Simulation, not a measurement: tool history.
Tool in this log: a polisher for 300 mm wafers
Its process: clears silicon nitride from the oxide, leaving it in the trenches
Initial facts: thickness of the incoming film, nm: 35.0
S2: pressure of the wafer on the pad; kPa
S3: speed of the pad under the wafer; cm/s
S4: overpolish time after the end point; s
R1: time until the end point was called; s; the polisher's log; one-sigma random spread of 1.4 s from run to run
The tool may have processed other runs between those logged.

run 1 hour=0 | flow_of_slurry_(ml/min)=175 S2=11 S3=94 S4=6 | R1=78.144
run 2 hour=7 | flow_of_slurry_(ml/min)=175 S2=11 S3=94 S4=6 | R1=79.219
run 3 hour=14 | flow_of_slurry_(ml/min)=175 S2=11 S3=104 S4=6 | R1=69.613
run 4 hour=20.7 | flow_of_slurry_(ml/min)=175 S2=9.7 S3=104 S4=6 | R1=80.37
run 5 hour=29.1 | flow_of_slurry_(ml/min)=175 S2=11.7 S3=104 S4=6 | R1=66.645
run 6 hour=31.4 | flow_of_slurry_(ml/min)=175 S2=11.7 S3=104 S4=5 | R1=65.486

Forecast run 7:
run 7 hour=36.4 | flow_of_slurry_(ml/min)=175 S2=10.3 S3=104 S4=5 | R1=?

For run 7 the tool returned R1 74.93 s.
